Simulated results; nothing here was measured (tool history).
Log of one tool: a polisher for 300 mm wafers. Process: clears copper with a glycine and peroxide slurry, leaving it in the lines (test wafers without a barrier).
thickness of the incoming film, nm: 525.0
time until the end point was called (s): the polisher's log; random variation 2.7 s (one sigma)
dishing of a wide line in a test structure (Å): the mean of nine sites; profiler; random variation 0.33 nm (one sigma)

run	hour	flow of slurry (ml/min)	pressure of the wafer on the pad (psi)	speed of the pad under the wafer (m/s)	overpolish time after the end point (s)	time until the end point was called (s)	dishing of a wide line in a test structure (Å)
1	0	240	2.1	0.86	25	118.02	653.36
2	6.1	240	1.9	0.86	25	130.61	629.18
3	7.4	240	1.5	0.86	25	151.41	525.17
4	11.7	230	1.4	0.84	23	158.96	479.75
5	17.7	230	1.8	0.84	23	137.23	583.68
6	20.7	245	1.7	0.82	21	140.13	519.08
7	28.4	260	1.6	0.78	20	151.95	463.81
8	31.4	275	1.5	0.76	19	158.89	405.08
9	35.9	285	1.4	0.74	18	173.32	395.43
10	44.6	295	1.4	0.72	17	169.64	367.08
11	52.5	305	1.4	0.7	16	175.23	357.05
12	56.7	315	1.4	0.68	15	175.56	323.88
13	61.1	320	1.4	0.66	14	179.1	295.08
14	63.5	325	1.4	0.62	13	181.61	270.6
15	67.3	330	1.4	0.6	12	190.28	248.2
16	68.6	335	1.4	0.58	12	190.78	244.19

Run 17 comes next. What will it give?
17	75.8	340	1.4	0.56	12	?	?

{"run 17": {"time until the end point was called (s)": 190.73, "dishing of a wide line in a test structure (Å)": 241.7}}

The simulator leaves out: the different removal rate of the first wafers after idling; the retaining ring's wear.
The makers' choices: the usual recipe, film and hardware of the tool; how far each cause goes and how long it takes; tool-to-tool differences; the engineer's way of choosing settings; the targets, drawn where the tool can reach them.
